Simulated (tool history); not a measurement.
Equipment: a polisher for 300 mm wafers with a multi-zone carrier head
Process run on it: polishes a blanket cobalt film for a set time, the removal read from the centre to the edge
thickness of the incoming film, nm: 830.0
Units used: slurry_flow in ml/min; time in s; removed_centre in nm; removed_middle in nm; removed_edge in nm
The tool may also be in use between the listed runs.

| run | hour | slurry_flow | centre_zone | middle_zone | edge_zone | time | removed_centre | removed_middle | removed_edge |
|---|---|---|---|---|---|---|---|---|---|
| 1 | 0.0 | 250 | 1.00 | 1.00 | 1.00 | 58 | 231.24 | 219.02 | 226.21 |
| 2 | 3.7 | 290 | 1.00 | 1.00 | 1.00 | 58 | 229.72 | 224.87 | 226.89 |
| 3 | 7.4 | 295 | 1.01 | 1.03 | 1.01 | 60 | 244.65 | 234.79 | 235.78 |
| 4 | 8.5 | 295 | 1.01 | 1.00 | 1.01 | 60 | 242.78 | 231.08 | 238.24 |
| 5 | 15.8 | 300 | 1.00 | 1.03 | 1.01 | 62 | 242.83 | 252.18 | 248.16 |
| 6 | 23.4 | 300 | 1.06 | 1.03 | 1.01 | 62 | 264.64 | 248.52 | 242.98 |
| 7 | 30.6 | 305 | 1.06 | 1.06 | 1.02 | 63 | 266.32 | 254.43 | 251.26 |
| 8 | 35.3 | 310 | 1.06 | 1.08 | 1.01 | 64 | 275.10 | 273.20 | 260.47 |

What does the tool deliver on the next run?
| 9 | 37.1 | 315 | 1.06 | 1.10 | 1.01 | 64 | ? | ? | ? |

{"run 9": {"removed_centre": 263.95, "removed_middle": 274.03, "removed_edge": 256.48}}

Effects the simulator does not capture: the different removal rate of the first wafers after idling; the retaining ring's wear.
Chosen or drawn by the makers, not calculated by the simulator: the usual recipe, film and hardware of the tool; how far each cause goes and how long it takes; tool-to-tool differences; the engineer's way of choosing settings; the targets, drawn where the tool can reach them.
